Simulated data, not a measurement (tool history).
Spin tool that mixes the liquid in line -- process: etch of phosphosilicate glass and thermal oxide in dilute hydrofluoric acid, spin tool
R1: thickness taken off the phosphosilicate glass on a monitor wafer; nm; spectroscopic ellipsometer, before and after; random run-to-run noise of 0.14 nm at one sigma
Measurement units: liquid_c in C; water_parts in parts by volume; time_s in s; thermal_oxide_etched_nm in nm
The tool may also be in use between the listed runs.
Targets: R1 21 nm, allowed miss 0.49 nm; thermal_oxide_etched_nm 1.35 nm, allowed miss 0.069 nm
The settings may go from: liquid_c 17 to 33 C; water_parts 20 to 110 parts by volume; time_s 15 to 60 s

{"run": 1, "hour": 0.0, "liquid_c": 25, "water_parts": 60, "time_s": 30, "R1": 41.748, "thermal_oxide_etched_nm": 2.6332}
{"run": 2, "hour": 7.0, "liquid_c": 23, "water_parts": 60, "time_s": 30, "R1": 38.735, "thermal_oxide_etched_nm": 2.5258}
{"run": 3, "hour": 9.7, "liquid_c": 22.5, "water_parts": 65, "time_s": 30, "R1": 34.782, "thermal_oxide_etched_nm": 2.2631}
{"run": 4, "hour": 12.4, "liquid_c": 22.5, "water_parts": 65, "time_s": 25, "R1": 28.67, "thermal_oxide_etched_nm": 1.8791}
{"run": 5, "hour": 20.0, "liquid_c": 22, "water_parts": 65, "time_s": 25, "R1": 28.268, "thermal_oxide_etched_nm": 1.794}
{"run": 6, "hour": 26.2, "liquid_c": 22, "water_parts": 45, "time_s": 25, "R1": 41.651, "thermal_oxide_etched_nm": 2.6724}
{"run": 7, "hour": 31.8, "liquid_c": 21.5, "water_parts": 50, "time_s": 25, "R1": 36.316, "thermal_oxide_etched_nm": 2.2956}
{"run": 8, "hour": 36.3, "liquid_c": 21, "water_parts": 50, "time_s": 25, "R1": 35.747, "thermal_oxide_etched_nm": 2.3329}

Below are 4 possible settings for the next run. Only one of them brings all results inside the allowed miss of their targets. Which is it?
{"run": "A", "hour": 40.8, "liquid_c": 19, "water_parts": 65, "time_s": 20, "R1": "?", "thermal_oxide_etched_nm": "?"}
{"run": "B", "hour": 40.8, "liquid_c": 27.5, "water_parts": 55, "time_s": 35, "R1": "?", "thermal_oxide_etched_nm": "?"}
{"run": "C", "hour": 40.8, "liquid_c": 17, "water_parts": 60, "time_s": 30, "R1": "?", "thermal_oxide_etched_nm": "?"}
{"run": "D", "hour": 40.8, "liquid_c": 22.5, "water_parts": 70, "time_s": 20, "R1": "?", "thermal_oxide_etched_nm": "?"}

move=A R1=19.916 thermal_oxide_etched_nm=1.2524
move=B R1=59.168 thermal_oxide_etched_nm=3.7206
move=C R1=29.877 thermal_oxide_etched_nm=1.8788
move=D R1=21.273 thermal_oxide_etched_nm=1.3377
A: takes the result that was furthest off past its target
B: misses by more than the last run did
C: nearer the targets than the last run, but a result is still out of spec
D: every result within its allowed miss
Answer: D

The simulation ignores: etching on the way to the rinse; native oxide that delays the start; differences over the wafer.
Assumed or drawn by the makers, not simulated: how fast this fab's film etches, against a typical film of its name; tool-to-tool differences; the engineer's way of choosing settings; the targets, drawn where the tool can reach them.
